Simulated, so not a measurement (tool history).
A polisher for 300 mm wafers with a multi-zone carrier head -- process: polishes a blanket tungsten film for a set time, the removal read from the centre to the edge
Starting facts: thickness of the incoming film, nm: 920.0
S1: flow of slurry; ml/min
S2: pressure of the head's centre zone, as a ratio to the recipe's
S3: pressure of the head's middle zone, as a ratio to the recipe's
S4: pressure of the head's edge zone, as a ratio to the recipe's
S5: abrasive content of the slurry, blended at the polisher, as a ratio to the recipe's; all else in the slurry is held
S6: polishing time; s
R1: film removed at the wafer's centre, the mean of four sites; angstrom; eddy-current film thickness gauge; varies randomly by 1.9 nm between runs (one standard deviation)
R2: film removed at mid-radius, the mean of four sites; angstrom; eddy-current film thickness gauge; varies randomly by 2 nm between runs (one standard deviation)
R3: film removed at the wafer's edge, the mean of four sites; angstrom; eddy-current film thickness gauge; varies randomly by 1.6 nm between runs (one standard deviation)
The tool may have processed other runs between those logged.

run 1 hour=0 | S1=235 S2=1 S3=1 S4=1 S5=1 S6=44 | R1=2796.8 R2=2695.2 R3=2776.2
run 2 hour=2 | S1=200 S2=1 S3=1 S4=1 S5=1 S6=44 | R1=2752.4 R2=2684.6 R3=2776.3
run 3 hour=7.5 | S1=200 S2=1 S3=1 S4=1 S5=0.8 S6=44 | R1=2583.7 R2=2562.1 R3=2614.2
run 4 hour=9 | S1=200 S2=1.06 S3=1 S4=1 S5=0.8 S6=44 | R1=2713.4 R2=2564.7 R3=2589.4
run 5 hour=16.5 | S1=200 S2=1.14 S3=1 S4=1 S5=0.8 S6=44 | R1=2926.1 R2=2475.7 R3=2587
run 6 hour=23 | S1=200 S2=1.14 S3=0.96 S4=1 S5=0.8 S6=44 | R1=2940.8 R2=2487.2 R3=2638.6
run 7 hour=24.5 | S1=195 S2=1.14 S3=0.95 S4=1 S5=0.75 S6=44 | R1=2868.9 R2=2353.2 R3=2572.5
run 8 hour=32.4 | S1=190 S2=1.13 S3=0.94 S4=0.99 S5=0.75 S6=44 | R1=2829.7 R2=2345.7 R3=2543.2
run 9 hour=41.4 | S1=190 S2=1.13 S3=0.94 S4=0.99 S5=0.75 S6=44 | R1=2850.1 R2=2349.5 R3=2503.2
run 10 hour=48.9 | S1=185 S2=1.12 S3=0.93 S4=0.99 S5=0.75 S6=44 | R1=2825.1 R2=2311.5 R3=2533
run 11 hour=50.6 | S1=180 S2=1.11 S3=0.93 S4=0.99 S5=0.75 S6=44 | R1=2789.6 R2=2269.7 R3=2501.7
run 12 hour=53.5 | S1=175 S2=1.1 S3=0.93 S4=0.99 S5=0.75 S6=44 | R1=2757.4 R2=2276.6 R3=2524.1
run 13 hour=58.5 | S1=175 S2=1.09 S3=0.93 S4=0.99 S5=0.75 S6=44 | R1=2733.2 R2=2286.5 R3=2510.2
run 14 hour=66.6 | S1=170 S2=1.08 S3=0.93 S4=0.99 S5=0.75 S6=44 | R1=2684.1 R2=2282.1 R3=2480.8

Run 15 comes next. What will it give?
run 15 hour=71 | S1=170 S2=1.08 S3=0.93 S4=0.99 S5=0.75 S6=44 | R1=? R2=? R3=?

{"run 15": {"R1": 2705.2, "R2": 2305, "R3": 2486.9}}
